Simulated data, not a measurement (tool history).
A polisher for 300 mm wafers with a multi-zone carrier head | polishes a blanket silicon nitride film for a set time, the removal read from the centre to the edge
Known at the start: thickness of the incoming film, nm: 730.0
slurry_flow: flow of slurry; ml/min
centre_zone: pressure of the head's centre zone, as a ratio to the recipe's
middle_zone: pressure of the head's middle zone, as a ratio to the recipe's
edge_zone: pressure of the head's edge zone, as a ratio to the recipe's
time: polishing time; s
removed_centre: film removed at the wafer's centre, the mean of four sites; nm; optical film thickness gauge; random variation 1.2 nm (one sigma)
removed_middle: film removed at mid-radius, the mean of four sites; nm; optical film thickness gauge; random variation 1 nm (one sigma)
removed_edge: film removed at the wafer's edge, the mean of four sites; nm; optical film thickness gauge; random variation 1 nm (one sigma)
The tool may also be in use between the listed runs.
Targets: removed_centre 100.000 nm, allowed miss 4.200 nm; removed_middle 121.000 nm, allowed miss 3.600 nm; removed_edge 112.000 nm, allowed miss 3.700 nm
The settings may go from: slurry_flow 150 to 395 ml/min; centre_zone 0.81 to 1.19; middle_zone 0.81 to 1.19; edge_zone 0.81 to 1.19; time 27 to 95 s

run  hour  slurry_flow  centre_zone  middle_zone  edge_zone  time  removed_centre  removed_middle  removed_edge
  1   0.0          250         1.00         1.00       1.00    61         107.260         100.780       101.620
  2   8.0          250         1.00         1.00       0.95    61         105.160         100.290        98.643
  3  15.4          310         1.00         1.00       0.95    61         106.150         103.040        99.685
  4  18.2          310         1.00         1.00       0.95    46          83.141          77.840        73.999
  5  25.7          310         0.98         1.03       0.98    49          85.751          84.845        80.859
  6  31.6          310         0.97         1.06       1.01    51          87.944          90.538        85.077
  7  33.4          310         0.96         1.08       1.04    53          92.308          95.760        90.032
  8  41.2          310         0.94         1.10       1.06    55          91.280         100.640        94.700
  9  42.1          310         0.94         1.12       1.08    56          94.037         102.510        96.585
     48.5  -- centre zone pressure recalibrated
 10  48.5          310         0.93         1.13       1.09    57          88.662         104.040        99.416
 11  52.4          315         0.94         1.14       1.09    58          90.632         108.010       101.180
 12  60.0          315         0.96         1.15       1.09    59          96.510         112.470       102.600
 13  66.7          315         0.96         1.16       1.11    60          96.497         113.210       103.650
 14  69.9          315         0.96         1.16       1.12    61          98.138         115.150       108.360
 15  76.7          320         0.96         1.17       1.12    61          99.508         116.300       106.750

4 next moves are on the table. One of them brings every result within its allowed miss. Which?
  A  83.5          310         1.03         1.15       1.13    61               ?               ?             ?
  B  83.5          295         0.93         1.15       1.11    64               ?               ?             ?
  C  83.5          250         0.91         0.99       1.13    64               ?               ?             ?
  D  83.5          345         1.00         1.08       1.14    58               ?               ?             ?

move  removed_centre  removed_middle  removed_edge
   A         106.110         114.440       107.680
   B          99.962         119.620       111.580
   C          96.008         103.920       111.500
   D          98.844         104.150       103.650
A: further off than the last run
B: meets every target
C: brings the result that was furthest off to its target, and leaves another outside
D: further off than the last run
The right move is B.
